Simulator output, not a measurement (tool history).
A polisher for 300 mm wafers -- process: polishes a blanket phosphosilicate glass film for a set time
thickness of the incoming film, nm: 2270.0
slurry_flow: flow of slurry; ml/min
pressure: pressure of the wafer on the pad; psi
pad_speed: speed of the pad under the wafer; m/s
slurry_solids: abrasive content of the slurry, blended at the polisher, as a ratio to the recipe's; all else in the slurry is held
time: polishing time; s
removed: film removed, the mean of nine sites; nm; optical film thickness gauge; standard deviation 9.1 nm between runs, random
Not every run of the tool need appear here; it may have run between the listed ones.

{"run": 1, "hour": 0.0, "slurry_flow": 270, "pressure": 3.1, "pad_speed": 0.88, "slurry_solids": 1.0, "time": 61, "removed": 473.48}
{"run": 2, "hour": 6.7, "slurry_flow": 270, "pressure": 3.1, "pad_speed": 0.88, "slurry_solids": 0.9, "time": 61, "removed": 448.48}
{"run": 3, "hour": 14.7, "slurry_flow": 270, "pressure": 2.8, "pad_speed": 0.88, "slurry_solids": 0.9, "time": 61, "removed": 404.16}
{"run": 4, "hour": 22.1, "slurry_flow": 235, "pressure": 2.8, "pad_speed": 0.88, "slurry_solids": 0.9, "time": 61, "removed": 393.88}
{"run": 5, "hour": 31.0, "slurry_flow": 235, "pressure": 3.2, "pad_speed": 0.88, "slurry_solids": 0.9, "time": 61, "removed": 453.56}
{"run": 6, "hour": 32.7, "slurry_flow": 240, "pressure": 3.5, "pad_speed": 0.88, "slurry_solids": 0.9, "time": 61, "removed": 493.76}
{"run": 7, "hour": 33.5, "slurry_flow": 245, "pressure": 3.8, "pad_speed": 0.88, "slurry_solids": 0.9, "time": 61, "removed": 541.63}
{"run": 8, "hour": 36.9, "slurry_flow": 250, "pressure": 4.0, "pad_speed": 0.88, "slurry_solids": 0.9, "time": 61, "removed": 571.05}
{"run": 9, "hour": 40.9, "slurry_flow": 250, "pressure": 4.2, "pad_speed": 0.9, "slurry_solids": 0.9, "time": 61, "removed": 615.88}
{"run": 10, "hour": 43.8, "slurry_flow": 250, "pressure": 4.2, "pad_speed": 0.9, "slurry_solids": 0.9, "time": 61, "removed": 597.13}
{"run": 11, "hour": 49.6, "slurry_flow": 250, "pressure": 4.3, "pad_speed": 0.92, "slurry_solids": 0.9, "time": 61, "removed": 633.03}
{"run": 12, "hour": 57.3, "slurry_flow": 250, "pressure": 4.4, "pad_speed": 0.94, "slurry_solids": 0.9, "time": 61, "removed": 651.36}
{"run": 13, "hour": 64.1, "slurry_flow": 250, "pressure": 4.5, "pad_speed": 0.96, "slurry_solids": 0.9, "time": 61, "removed": 674.01}

Run 14 has not been measured yet. What should we expect?
{"run": 14, "hour": 68.6, "slurry_flow": 250, "pressure": 4.6, "pad_speed": 0.98, "slurry_solids": 0.9, "time": 61, "removed": "?"}

{"run 14": {"removed": 706.42}}
